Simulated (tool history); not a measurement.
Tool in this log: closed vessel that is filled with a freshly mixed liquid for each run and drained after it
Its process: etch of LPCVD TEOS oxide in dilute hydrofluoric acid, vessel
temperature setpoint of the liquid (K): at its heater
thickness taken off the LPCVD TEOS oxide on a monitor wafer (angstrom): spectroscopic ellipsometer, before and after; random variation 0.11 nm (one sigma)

run    day  temperature setpoint of the liquid (K)  parts of water to one part of 49 % hydrofluoric acid (parts by volume)  time in the liquid (s)  thickness taken off the LPCVD TEOS oxide on a monitor wafer (angstrom)
  1  0.000                                  297.15                                                                     285                     445                                                                  262.42
  2  0.088                                  297.15                                                                     285                     475                                                                  286.92
  3  0.392                                  295.65                                                                     310                     475                                                                  242.41
  4  0.446                                  293.65                                                                     310                     475                                                                  224.24
  5  0.708                                  292.65                                                                     325                     475                                                                  204.65
  6  0.842                                  292.15                                                                     340                     475                                                                  188.93
  7  0.933                                  291.65                                                                     350                     475                                                                  179.04

Estimate the outcome of run 8 from the log above:
  8  1.138                                  291.15                                                                     360                     475                                                                       ?

Run 8 measured thickness taken off the LPCVD TEOS oxide on a monitor wafer (angstrom) 167.86.
